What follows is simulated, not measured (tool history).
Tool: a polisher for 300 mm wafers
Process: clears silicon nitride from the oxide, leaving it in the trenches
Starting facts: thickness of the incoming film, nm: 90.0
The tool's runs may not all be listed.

run  hour  flow of slurry (ml/min)  pressure of the wafer on the pad (psi)  speed of the pad under the wafer (cm/s)  overpolish time after the end point (s)  time until the end point was called (s)
  1     0                      155                                     2.9                                      126                                        8                                   63.669
  2   6.2                      140                                     2.9                                      126                                        8                                   64.461
  3   7.9                      140                                     2.9                                      144                                        8                                   57.523
  4   9.9                      140                                     2.9                                      124                                        8                                   68.409
  5  14.6                      140                                     2.9                                      124                                        8                                   66.694
  6  18.1                      140                                     2.9                                      154                                        8                                   53.462
  7  20.6                      135                                     2.6                                      146                                        8                                   61.075
  8  29.3                      130                                     2.3                                      136                                        8                                   72.522

Run 9, settings as shown, results not yet in. Your forecast:
  9  30.6                      125                                     2.1                                      128                                        8                                        ?

{"run 9": {"time until the end point was called (s)": 86.334}}

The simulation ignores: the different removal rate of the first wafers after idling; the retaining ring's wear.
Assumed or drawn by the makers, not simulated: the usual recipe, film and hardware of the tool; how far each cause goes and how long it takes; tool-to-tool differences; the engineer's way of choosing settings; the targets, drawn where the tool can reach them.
